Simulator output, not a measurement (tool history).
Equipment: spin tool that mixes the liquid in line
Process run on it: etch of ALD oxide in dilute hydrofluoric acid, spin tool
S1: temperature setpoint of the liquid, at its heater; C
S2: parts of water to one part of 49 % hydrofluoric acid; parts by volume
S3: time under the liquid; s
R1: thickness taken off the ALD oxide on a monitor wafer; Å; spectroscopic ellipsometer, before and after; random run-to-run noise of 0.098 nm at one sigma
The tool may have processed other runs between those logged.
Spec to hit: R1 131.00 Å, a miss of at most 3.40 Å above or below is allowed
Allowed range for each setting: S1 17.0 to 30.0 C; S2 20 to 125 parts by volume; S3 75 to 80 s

run 1 hour=0.0 | S1=22.0 S2=70 S3=75 | R1=200.04
run 2 hour=1.9 | S1=20.5 S2=75 S3=75 | R1=172.82
run 3 hour=3.2 | S1=19.5 S2=80 S3=75 | R1=154.29
run 4 hour=7.1 | S1=19.5 S2=65 S3=75 | R1=195.21
run 5 hour=10.7 | S1=19.5 S2=65 S3=75 | R1=195.73
run 6 hour=11.9 | S1=18.5 S2=70 S3=75 | R1=170.28
run 7 hour=20.4 | S1=18.0 S2=75 S3=75 | R1=156.63
run 8 hour=23.9 | S1=17.5 S2=80 S3=75 | R1=142.22
run 9 hour=25.3 | S1=17.0 S2=80 S3=75 | R1=140.14

5 next moves are on the table. One of them brings every result within its allowed miss. Which?
run A hour=26.7 | S1=17.0 S2=75 S3=80 | R1=?
run B hour=26.7 | S1=17.0 S2=80 S3=80 | R1=?
run C hour=26.7 | S1=17.0 S2=70 S3=75 | R1=?
run D hour=26.7 | S1=17.0 S2=75 S3=75 | R1=?
run E hour=26.7 | S1=17.0 S2=85 S3=75 | R1=?

move=A R1=157.63
move=B R1=146.99
move=C R1=159.20
move=D R1=147.78
move=E R1=129.00
A: moves away from the targets compared with the last run
B: moves away from the targets compared with the last run
C: moves away from the targets compared with the last run
D: moves away from the targets compared with the last run
E: all results in spec
Move E is the one to make.
